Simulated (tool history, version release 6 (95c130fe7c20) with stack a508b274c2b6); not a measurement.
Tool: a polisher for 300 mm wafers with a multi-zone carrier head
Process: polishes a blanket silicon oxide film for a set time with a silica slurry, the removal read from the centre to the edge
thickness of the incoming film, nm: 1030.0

run    day  flow of slurry (ml/min)  pressure of the head's centre zone  pressure of the head's middle zone  pressure of the head's edge zone  abrasive content of the slurry  polishing time (s)  film removed at the wafer's centre (nm)  film removed at mid-radius (nm)  film removed at the wafer's edge (nm)
  1      0                      310                                   1                                   1                                 1                               1                  63                                   289.72                           290.07                                 301.57
  2  0.146                      310                                   1                                   1                                 1                               1                  49                                   221.84                           225.78                                  228.2
  3  0.283                      315                                0.98                                1.04                              1.05                            1.15                  51                                   236.87                           258.53                                 251.61
  4  0.375                      315                                0.98                                1.01                              1.05                            1.15                  51                                    245.9                           252.11                                 261.71
  5  0.425                      320                                0.95                                1.04                              1.08                            1.25                  53                                   243.82                           277.74                                 280.36
  6  0.675                      320                                0.95                                1.04                                 1                            1.25                  53                                   245.68                           277.85                                 268.38
  7  1.012                      325                                0.95                                1.05                              1.04                            1.35                  55                                   263.52                            296.7                                 298.04
  8    1.1                      365                                0.98                                1.15                              1.14                             1.5                  55                                   283.85                           334.64                                 323.17
  9  1.383                      365                                0.98                                1.15                              1.15                             1.5                  56                                   284.36                           342.37                                 321.67
 10  1.683                      375                                0.95                                1.09                              1.19                             1.5                  60                                    305.2                           348.12                                 357.43
 11  1.908                      375                                0.94                                 1.1                              1.18                             1.5                  60                                   311.65                           351.67                                  353.8
 12  2.108                      360                                0.92                                1.11                              1.18                             1.5                  60                                   294.97                           355.91                                 353.63
 13  2.292                      360                                0.92                                1.11                              1.17                             1.5                  60                                    299.1                           354.53                                 354.79

Run 14 comes next. What will it give?
 14  2.592                      360                                0.92                                1.11                              1.16                             1.5                  60                                        ?                                ?                                      ?

film removed at the wafer's centre (nm): 291.85
film removed at mid-radius (nm): 356.84
film removed at the wafer's edge (nm): 351.97

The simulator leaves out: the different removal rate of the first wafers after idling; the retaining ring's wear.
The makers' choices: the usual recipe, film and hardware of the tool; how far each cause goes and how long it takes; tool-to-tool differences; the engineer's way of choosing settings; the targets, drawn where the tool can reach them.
